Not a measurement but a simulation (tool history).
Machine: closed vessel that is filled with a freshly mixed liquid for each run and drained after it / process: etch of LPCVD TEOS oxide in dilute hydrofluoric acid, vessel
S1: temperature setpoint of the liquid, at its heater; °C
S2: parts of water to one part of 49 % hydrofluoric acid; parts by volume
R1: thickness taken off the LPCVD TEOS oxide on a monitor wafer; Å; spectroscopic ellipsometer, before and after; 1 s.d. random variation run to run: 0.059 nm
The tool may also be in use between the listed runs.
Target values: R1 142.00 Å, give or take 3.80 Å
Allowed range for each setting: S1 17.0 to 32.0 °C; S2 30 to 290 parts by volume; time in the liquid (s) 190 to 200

Run 1, day 0.000: S1 24.0 °C, S2 160 parts by volume, time in the liquid (s) 190. Result: R1 240.19 Å.
Run 2, day 0.346: S1 24.0 °C, S2 160 parts by volume, time in the liquid (s) 200. Result: R1 254.82 Å.
Run 3, day 0.642: S1 24.0 °C, S2 195 parts by volume, time in the liquid (s) 200. Result: R1 199.72 Å.
Run 4, day 0.750: S1 22.0 °C, S2 200 parts by volume, time in the liquid (s) 200. Result: R1 181.26 Å.
Run 5, day 1.004: S1 22.0 °C, S2 160 parts by volume, time in the liquid (s) 200. Result: R1 234.45 Å.
Run 6, day 1.083: S1 22.0 °C, S2 160 parts by volume, time in the liquid (s) 200. Result: R1 234.93 Å.
Run 7, day 1.429: S1 20.5 °C, S2 175 parts by volume, time in the liquid (s) 200. Result: R1 200.49 Å.
Run 8, day 1.588: S1 19.5 °C, S2 185 parts by volume, time in the liquid (s) 200. Result: R1 179.82 Å.
Run 9, day 1.712: S1 19.0 °C, S2 190 parts by volume, time in the liquid (s) 200. Result: R1 171.61 Å.
Run 10, day 1.842: S1 18.5 °C, S2 195 parts by volume, time in the liquid (s) 200. Result: R1 160.94 Å.
Run 11, day 2.108: S1 18.0 °C, S2 200 parts by volume, time in the liquid (s) 200. Result: R1 153.04 Å.
Run 12, day 2.233: S1 17.5 °C, S2 200 parts by volume, time in the liquid (s) 200. Result: R1 150.63 Å.

Of the 4 settings listed for the next run, only one would bring every result within its allowed miss of target. Which one?
Run A, day 2.358: S1 18.0 °C, S2 205 parts by volume, time in the liquid (s) 200. Result: R1 ?.
Run B, day 2.358: S1 17.0 °C, S2 205 parts by volume, time in the liquid (s) 190. Result: R1 ?.
Run C, day 2.358: S1 19.5 °C, S2 215 parts by volume, time in the liquid (s) 190. Result: R1 ?.
Run D, day 2.358: S1 19.0 °C, S2 205 parts by volume, time in the liquid (s) 200. Result: R1 ?.

move      R1
   A  148.55
   B  135.51
   C  141.60
   D  154.64
A: closer than the last run, but not yet in spec
B: the result that was furthest off in the last run now lies on the other side of its target
C: all results in spec
D: lands further from the targets than the last run did
The right move is C.
